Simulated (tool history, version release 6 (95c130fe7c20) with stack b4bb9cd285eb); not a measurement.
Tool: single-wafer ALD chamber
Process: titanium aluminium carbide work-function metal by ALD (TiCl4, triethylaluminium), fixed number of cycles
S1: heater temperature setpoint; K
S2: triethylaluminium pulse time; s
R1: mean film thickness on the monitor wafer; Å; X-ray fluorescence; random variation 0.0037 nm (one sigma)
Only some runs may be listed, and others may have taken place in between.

run	hour	S1	S2	R1
1	0	553.15	10.18	16.993
2	7.1	551.15	9.96	16.879
3	8.9	549.15	9.69	16.592
4	17.6	549.15	7.26	15.969
5	19.8	549.15	5.81	15.006
6	24.6	549.15	7.56	16.028

Estimate the outcome of run 7 from the log above:
7	27.6	548.15	7.43	?

Run 7 yielded R1 15.987 Å.
